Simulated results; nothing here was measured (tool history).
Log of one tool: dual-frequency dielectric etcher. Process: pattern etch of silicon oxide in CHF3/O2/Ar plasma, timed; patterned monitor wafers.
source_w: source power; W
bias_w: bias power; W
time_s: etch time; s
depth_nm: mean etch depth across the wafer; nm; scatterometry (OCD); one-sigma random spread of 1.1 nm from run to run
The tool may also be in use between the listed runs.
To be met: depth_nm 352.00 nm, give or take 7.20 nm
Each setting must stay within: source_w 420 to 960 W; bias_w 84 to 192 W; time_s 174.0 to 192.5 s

run	hour	source_w	bias_w	time_s	depth_nm
1	0.0	690	138	192.5	392.40
2	2.7	670	137	192.5	387.88
3	4.8	670	118	192.5	372.11
4	11.2	660	118	192.5	368.10
5	14.1	730	118	192.5	383.49
6	17.0	730	118	192.5	381.38
7	25.1	720	117	192.5	378.04
8	30.1	710	116	192.5	374.27
9	38.3	700	115	192.5	371.44
10	45.6	690	115	192.5	368.95

Below are 4 possible settings for the next run. Only one of them brings all results inside the allowed miss of their targets. Which is it?
A	52.9	670	141	192.5	?
B	52.9	630	115	189.5	?
C	52.9	680	142	178.0	?
D	52.9	680	121	191.0	?

move	depth_nm
A	390.98
B	353.04
C	364.21
D	371.27
A: lands further from the targets than the last run did
B: all results in spec
C: closer than the last run, but not yet in spec
D: lands further from the targets than the last run did
Correct choice: B, which meets every target

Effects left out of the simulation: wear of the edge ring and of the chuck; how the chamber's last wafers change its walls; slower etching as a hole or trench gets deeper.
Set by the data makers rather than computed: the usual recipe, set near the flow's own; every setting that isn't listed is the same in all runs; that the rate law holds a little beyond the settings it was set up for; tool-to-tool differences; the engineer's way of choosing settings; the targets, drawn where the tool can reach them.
